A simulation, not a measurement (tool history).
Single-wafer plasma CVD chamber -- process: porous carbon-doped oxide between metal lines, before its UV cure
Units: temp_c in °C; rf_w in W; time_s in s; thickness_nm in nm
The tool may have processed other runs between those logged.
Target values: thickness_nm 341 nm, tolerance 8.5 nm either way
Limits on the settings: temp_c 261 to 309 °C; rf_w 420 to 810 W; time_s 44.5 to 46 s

{"run": 1, "hour": 0.0, "temp_c": 285, "rf_w": 615, "time_s": 44.5, "thickness_nm": 286.22}
{"run": 2, "hour": 1.5, "temp_c": 280, "rf_w": 615, "time_s": 44.5, "thickness_nm": 294.66}
{"run": 3, "hour": 6.1, "temp_c": 284, "rf_w": 615, "time_s": 44.5, "thickness_nm": 289.65}
{"run": 4, "hour": 11.2, "temp_c": 284, "rf_w": 615, "time_s": 44.5, "thickness_nm": 290.2}
{"run": 5, "hour": 14.3, "temp_c": 280, "rf_w": 635, "time_s": 44.6, "thickness_nm": 302.29}
{"run": 6, "hour": 17.3, "temp_c": 276, "rf_w": 650, "time_s": 44.7, "thickness_nm": 316.14}
{"run": 7, "hour": 20.1, "temp_c": 273, "rf_w": 655, "time_s": 44.7, "thickness_nm": 324.04}
{"run": 8, "hour": 21.4, "temp_c": 271, "rf_w": 660, "time_s": 44.7, "thickness_nm": 327.62}

5 candidate next runs follow, results not yet known. Just one meets every target within its allowed miss. Identify it.
{"run": "A", "hour": 22.7, "temp_c": 278, "rf_w": 655, "time_s": 44.5, "thickness_nm": "?"}
{"run": "B", "hour": 22.7, "temp_c": 264, "rf_w": 555, "time_s": 46, "thickness_nm": "?"}
{"run": "C", "hour": 22.7, "temp_c": 271, "rf_w": 625, "time_s": 44.5, "thickness_nm": "?"}
{"run": "D", "hour": 22.7, "temp_c": 268, "rf_w": 645, "time_s": 46, "thickness_nm": "?"}
{"run": "E", "hour": 22.7, "temp_c": 273, "rf_w": 625, "time_s": 44.5, "thickness_nm": "?"}

move=A thickness_nm=313.25
move=B thickness_nm=307.85
move=C thickness_nm=314.37
move=D thickness_nm=338.62
move=E thickness_nm=310.78
A: further off than the last run
B: further off than the last run
C: further off than the last run
D: meets every target
E: further off than the last run
D meets every target.
